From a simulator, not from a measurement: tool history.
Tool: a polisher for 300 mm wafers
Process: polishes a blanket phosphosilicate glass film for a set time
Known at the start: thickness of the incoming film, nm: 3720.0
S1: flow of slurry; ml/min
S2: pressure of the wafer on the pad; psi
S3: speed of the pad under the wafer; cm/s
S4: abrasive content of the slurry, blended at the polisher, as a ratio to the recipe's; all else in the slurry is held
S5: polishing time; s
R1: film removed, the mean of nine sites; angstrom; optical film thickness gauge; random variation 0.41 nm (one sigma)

Run 1, hour 0.0: S1 130 ml/min, S2 2.7 psi, S3 90 cm/s, S4 1.00, S5 30 s. Result: R1 2081.30 angstrom.
Run 2, hour 7.7: S1 115 ml/min, S2 2.3 psi, S3 76 cm/s, S4 0.85, S5 29 s. Result: R1 1344.20 angstrom.
Run 3, hour 11.2: S1 110 ml/min, S2 2.0 psi, S3 66 cm/s, S4 0.80, S5 29 s. Result: R1 987.79 angstrom.
Run 4, hour 13.6: S1 110 ml/min, S2 2.0 psi, S3 66 cm/s, S4 0.80, S5 27 s. Result: R1 929.04 angstrom.
Run 5, hour 14.5: S1 110 ml/min, S2 1.5 psi, S3 66 cm/s, S4 0.80, S5 27 s. Result: R1 720.31 angstrom.
Run 6, hour 23.3: S1 105 ml/min, S2 1.4 psi, S3 60 cm/s, S4 0.80, S5 27 s. Result: R1 620.53 angstrom.
Run 7, hour 29.2: S1 100 ml/min, S2 1.4 psi, S3 58 cm/s, S4 0.80, S5 27 s. Result: R1 596.89 angstrom.
Run 8, hour 31.0: S1 95 ml/min, S2 1.4 psi, S3 56 cm/s, S4 0.80, S5 27 s. Result: R1 571.65 angstrom.

Run 9 comes next. What will it give?
Run 9, hour 32.5: S1 90 ml/min, S2 1.4 psi, S3 56 cm/s, S4 0.80, S5 27 s. Result: R1 ?.

Run 9 gave R1 577.25 angstrom.
